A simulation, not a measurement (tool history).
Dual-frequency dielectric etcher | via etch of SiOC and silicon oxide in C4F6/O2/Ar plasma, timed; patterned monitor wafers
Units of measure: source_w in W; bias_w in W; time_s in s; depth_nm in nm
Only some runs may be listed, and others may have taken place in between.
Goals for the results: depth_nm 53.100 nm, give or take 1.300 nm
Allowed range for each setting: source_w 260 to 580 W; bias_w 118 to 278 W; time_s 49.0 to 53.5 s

| run | day | source_w | bias_w | time_s | depth_nm |
|---|---|---|---|---|---|
| 1 | 0.000 | 420 | 198 | 53.5 | 61.150 |
| 2 | 0.038 | 390 | 198 | 53.5 | 60.060 |
| 3 | 0.104 | 390 | 198 | 49.0 | 54.970 |
| 4 | 0.242 | 390 | 198 | 53.5 | 59.582 |
| 5 | 0.596 | 390 | 198 | 53.5 | 59.536 |
| 6 | 0.729 | 360 | 193 | 53.5 | 57.856 |
| 7 | 1.092 | 340 | 187 | 53.5 | 55.749 |
| 8 | 1.138 | 330 | 185 | 53.5 | 55.487 |
| 9 | 1.233 | 320 | 183 | 53.5 | 55.079 |

5 candidate next runs follow, results not yet known. Just one meets every target within its allowed miss. Identify it.
| A | 1.329 | 300 | 196 | 51.5 | ? |
| B | 1.329 | 320 | 257 | 52.0 | ? |
| C | 1.329 | 400 | 204 | 49.0 | ? |
| D | 1.329 | 420 | 184 | 50.5 | ? |
| E | 1.329 | 380 | 207 | 52.5 | ? |

| move | depth_nm |
|---|---|
| A | 53.293 |
| B | 60.071 |
| C | 56.139 |
| D | 56.859 |
| E | 59.464 |
A: every result within its allowed miss
B: the biggest miss grows against the last run
C: the biggest miss grows against the last run
D: the biggest miss grows against the last run
E: the biggest miss grows against the last run
So the answer is move A, the one that meets all the targets.

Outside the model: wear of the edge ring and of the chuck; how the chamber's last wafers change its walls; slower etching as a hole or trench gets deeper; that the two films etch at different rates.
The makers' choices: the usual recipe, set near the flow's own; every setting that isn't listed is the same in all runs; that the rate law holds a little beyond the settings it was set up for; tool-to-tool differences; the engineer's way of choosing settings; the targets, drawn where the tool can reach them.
